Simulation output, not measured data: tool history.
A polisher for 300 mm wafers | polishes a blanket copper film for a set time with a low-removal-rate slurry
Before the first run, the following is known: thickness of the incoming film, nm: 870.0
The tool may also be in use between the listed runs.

| run | day | flow of slurry (ml/min) | pressure of the wafer on the pad (psi) | speed of the pad under the wafer (m/s) | abrasive content of the slurry | polishing time (s) | film removed (Å) |
|---|---|---|---|---|---|---|---|
| 1 | 0.000 | 220 | 3.3 | 1.26 | 1.00 | 32 | 1404.7 |
| 2 | 0.188 | 220 | 3.3 | 1.26 | 1.15 | 32 | 1424.8 |
| 3 | 0.262 | 220 | 3.3 | 1.14 | 1.15 | 32 | 1313.8 |
| 4 | 0.629 | 225 | 3.7 | 1.14 | 1.15 | 32 | 1472.8 |
| 5 | 1.000 | 225 | 3.7 | 1.42 | 1.15 | 32 | 1772.8 |
|  | 1.083 | worn pad replaced by a new one |
| 6 | 1.083 | 270 | 3.7 | 1.42 | 1.15 | 32 | 1964.7 |
| 7 | 1.258 | 270 | 3.7 | 1.42 | 1.15 | 32 | 1991.4 |

The next listed run, before its measurement:
| 8 | 1.546 | 280 | 3.7 | 1.42 | 1.15 | 32 | ? |

{"run 8": {"film removed (Å)": 1981.4}}
